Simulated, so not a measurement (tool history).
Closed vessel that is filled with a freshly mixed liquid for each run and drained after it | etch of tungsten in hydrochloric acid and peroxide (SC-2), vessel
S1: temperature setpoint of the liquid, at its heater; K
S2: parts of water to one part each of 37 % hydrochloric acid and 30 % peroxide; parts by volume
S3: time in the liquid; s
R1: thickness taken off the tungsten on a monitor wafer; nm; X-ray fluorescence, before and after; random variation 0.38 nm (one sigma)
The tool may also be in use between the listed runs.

run    day      S1   S2   S3      R1
  1  0.000  333.15  5.5  100  53.021
  2  0.225  337.65  5.5  100  70.041
  3  0.446  331.15  5.5  100  46.007
  4  0.733  333.65  5.5  100  54.468
  5  0.796  327.15  5.5  100  35.724
  6  1.171  327.15  4.0  100  44.734

Forecast run 7:
  7  1.300  328.65  4.0  100   ?

R1: 49.549 nm

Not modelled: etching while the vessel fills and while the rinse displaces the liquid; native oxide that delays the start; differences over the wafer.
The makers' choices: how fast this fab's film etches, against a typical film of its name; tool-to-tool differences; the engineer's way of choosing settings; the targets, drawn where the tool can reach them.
